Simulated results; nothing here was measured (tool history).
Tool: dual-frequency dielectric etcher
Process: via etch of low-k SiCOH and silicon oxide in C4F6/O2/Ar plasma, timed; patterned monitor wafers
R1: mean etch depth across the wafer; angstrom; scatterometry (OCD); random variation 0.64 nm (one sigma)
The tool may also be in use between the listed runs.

run 1 hour=0 | source_power_(kW)=0.25 bias_power_(kW)=0.211 etch_time_(s)=52.5 | R1=1161
run 2 hour=8 | source_power_(kW)=0.25 bias_power_(kW)=0.211 etch_time_(s)=52.5 | R1=1157.1
run 3 hour=12 | source_power_(kW)=0.25 bias_power_(kW)=0.211 etch_time_(s)=54.5 | R1=1220.9
run 4 hour=19.6 | source_power_(kW)=0.25 bias_power_(kW)=0.184 etch_time_(s)=54.5 | R1=1144.4
run 5 hour=24.1 | source_power_(kW)=0.27 bias_power_(kW)=0.189 etch_time_(s)=54.5 | R1=1195.9
run 6 hour=27.2 | source_power_(kW)=0.28 bias_power_(kW)=0.192 etch_time_(s)=54.5 | R1=1230.8
run 7 hour=34.4 | source_power_(kW)=0.29 bias_power_(kW)=0.194 etch_time_(s)=54.5 | R1=1260.7

For run 8, what comes out?
run 8 hour=35.3 | source_power_(kW)=0.29 bias_power_(kW)=0.195 etch_time_(s)=54.5 | R1=?

{"run 8": {"R1": 1257.2}}
